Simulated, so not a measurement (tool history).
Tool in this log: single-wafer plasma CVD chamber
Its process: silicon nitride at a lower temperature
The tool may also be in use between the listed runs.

run,hour,heater temperature setpoint (°C),chamber pressure (Pa),RF power (kW),deposition time (s),mean film thickness on the monitor wafer (angstrom)
1,0.0,340,271,0.270,40.5,527.83
2,6.1,344,271,0.270,40.5,530.25
3,9.3,344,247,0.255,40.5,496.93
4,13.2,344,217,0.255,40.5,481.35
5,20.2,335,217,0.255,40.5,477.40
6,27.4,335,204,0.250,40.5,461.53
7,30.3,335,204,0.250,40.5,464.09
8,38.4,335,193,0.245,40.5,448.09
9,39.8,335,185,0.240,40.5,433.75

Forecast run 10:
10,48.8,335,180,0.240,40.5,?

Logged for run 10: mean film thickness on the monitor wafer (angstrom) 431.73.
